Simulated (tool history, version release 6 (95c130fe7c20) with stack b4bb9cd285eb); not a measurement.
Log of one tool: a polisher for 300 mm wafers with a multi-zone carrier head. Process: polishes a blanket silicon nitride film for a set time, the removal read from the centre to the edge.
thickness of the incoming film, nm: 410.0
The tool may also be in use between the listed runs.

run  hour  flow of slurry (ml/min)  pressure of the head's centre zone  pressure of the head's middle zone  pressure of the head's edge zone  polishing time (s)  film removed at the wafer's centre (Å)  film removed at mid-radius (Å)  film removed at the wafer's edge (Å)
  1   0.0                      195                                1.00                                1.00                              1.00                  89                                 1358.40                         1416.80                               1375.70
  2   0.8                      195                                1.00                                1.00                              0.94                  89                                 1373.00                         1373.60                               1352.60
  3   3.0                      195                                1.00                                1.01                              0.93                  84                                 1281.70                         1334.20                               1256.00
  4   4.1                      195                                1.00                                1.01                              0.88                  84                                 1275.10                         1349.50                               1255.30
  5   5.8                      195                                1.00                                1.00                              0.88                  79                                 1177.40                         1268.50                               1186.80
  6   9.2                      195                                1.00                                1.00                              0.88                  61                                  931.87                          965.45                                888.89
  7  15.7                      195                                1.00                                1.00                              0.88                  60                                  916.47                          959.07                                891.42
  8  18.2                      165                                0.97                                0.95                              0.81                  49                                  688.21                          725.33                                671.51
  9  20.2                      175                                0.97                                0.95                              0.82                  49                                  716.15                          751.61                                691.83
 10  21.6                      180                                0.97                                0.95                              0.83                  49                                  709.56                          742.49                                685.06
 11  23.2                      180                                0.97                                0.95                              0.83                  49                                  709.89                          738.04                                688.77
 12  26.4                      185                                0.97                                0.95                              0.84                  49                                  722.75                          722.84                                699.78
 13  33.7                      190                                0.97                                0.96                              0.85                  49                                  718.94                          739.64                                710.60
 14  35.1                      190                                0.97                                0.96                              0.85                  49                                  720.52                          748.38                                693.12
 15  39.0                      185                                0.97                                0.97                              0.86                  49                                  730.33                          741.21                                707.21
 16  46.3                      190                                0.97                                0.98                              0.86                  49                                  716.90                          757.78                                689.55
 17  53.9                      190                                0.97                                0.98                              0.86                  50                                  735.84                          780.95                                714.92
 18  62.9                      195                                0.97                                0.98                              0.87                  50                                  722.04                          792.37                                709.74

Forecast run 19:
 19  68.1                      195                                0.97                                0.98                              0.88                  50                                       ?                               ?                                     ?

Run 19 gave film removed at the wafer's centre (Å) 746.78, film removed at mid-radius (Å) 764.00, film removed at the wafer's edge (Å) 729.48.
